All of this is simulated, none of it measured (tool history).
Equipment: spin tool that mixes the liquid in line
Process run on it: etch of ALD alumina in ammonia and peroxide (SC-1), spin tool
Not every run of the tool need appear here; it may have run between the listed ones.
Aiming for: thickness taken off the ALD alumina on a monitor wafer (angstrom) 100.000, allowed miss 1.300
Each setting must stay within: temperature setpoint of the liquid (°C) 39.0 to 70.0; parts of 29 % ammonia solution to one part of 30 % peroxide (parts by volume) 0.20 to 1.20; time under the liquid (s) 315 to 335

run,day,temperature setpoint of the liquid (°C),parts of 29 % ammonia solution to one part of 30 % peroxide (parts by volume),time under the liquid (s),thickness taken off the ALD alumina on a monitor wafer (angstrom)
1,0.000,55.0,0.70,315,195.410
2,0.129,48.0,0.70,315,132.850
3,0.433,48.0,0.85,315,135.740
4,0.575,48.0,0.65,315,131.790
5,0.738,48.0,0.65,315,130.820
6,1.054,48.0,0.75,315,133.540
7,1.321,46.5,0.75,315,122.650
8,1.533,45.5,0.75,315,116.380
9,1.717,44.5,0.75,315,110.310
10,1.788,44.0,0.75,315,106.640
11,2.146,43.5,0.75,315,103.750
12,2.438,42.5,0.75,315,98.693

Consider the 4 candidate settings below. Which is the only one whose results all fall within their allowed miss of target?
A,2.729,41.0,0.80,335,?
B,2.729,43.0,0.45,335,?
C,2.729,42.0,0.65,335,?
D,2.729,41.5,0.75,330,?

move,thickness taken off the ALD alumina on a monitor wafer (angstrom)
A,95.844
B,101.910
C,99.608
D,96.616
A: misses by more than the last run did
B: carries the result that was furthest off beyond its target, to the other side
C: hits every target within its allowed miss
D: misses by more than the last run did
Move C is the one to make.
